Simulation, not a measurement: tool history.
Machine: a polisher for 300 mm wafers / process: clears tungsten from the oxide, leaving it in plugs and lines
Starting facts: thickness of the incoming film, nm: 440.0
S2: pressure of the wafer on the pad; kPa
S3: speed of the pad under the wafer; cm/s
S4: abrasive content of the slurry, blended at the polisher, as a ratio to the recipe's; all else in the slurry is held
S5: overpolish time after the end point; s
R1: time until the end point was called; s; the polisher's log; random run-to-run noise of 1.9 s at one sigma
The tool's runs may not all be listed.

Run 1, day 0.000: flow of slurry (ml/min) 270, S2 17.9 kPa, S3 90 cm/s, S4 1.00, S5 4 s. Result: R1 126.02 s.
Run 2, day 0.308: flow of slurry (ml/min) 270, S2 17.2 kPa, S3 90 cm/s, S4 1.00, S5 4 s. Result: R1 129.59 s.
Run 3, day 0.679: flow of slurry (ml/min) 270, S2 17.2 kPa, S3 90 cm/s, S4 0.85, S5 4 s. Result: R1 134.19 s.
Run 4, day 0.900: flow of slurry (ml/min) 270, S2 17.2 kPa, S3 90 cm/s, S4 0.85, S5 4 s. Result: R1 133.90 s.
Run 5, day 1.217: flow of slurry (ml/min) 270, S2 16.5 kPa, S3 90 cm/s, S4 0.85, S5 4 s. Result: R1 140.70 s.
Run 6, day 1.508: flow of slurry (ml/min) 270, S2 18.6 kPa, S3 90 cm/s, S4 0.85, S5 4 s. Result: R1 126.01 s.
Run 7, day 1.838: flow of slurry (ml/min) 270, S2 17.2 kPa, S3 90 cm/s, S4 0.85, S5 4 s. Result: R1 135.02 s.
Run 8, day 1.917: flow of slurry (ml/min) 270, S2 16.5 kPa, S3 90 cm/s, S4 0.85, S5 4 s. Result: R1 141.71 s.
Run 9, day 2.267: flow of slurry (ml/min) 270, S2 15.9 kPa, S3 90 cm/s, S4 0.85, S5 4 s. Result: R1 145.88 s.

Run 10, settings as shown, results not yet in. Your forecast:
Run 10, day 2.625: flow of slurry (ml/min) 270, S2 15.2 kPa, S3 90 cm/s, S4 0.85, S5 4 s. Result: R1 ?.

R1: 150.84 s
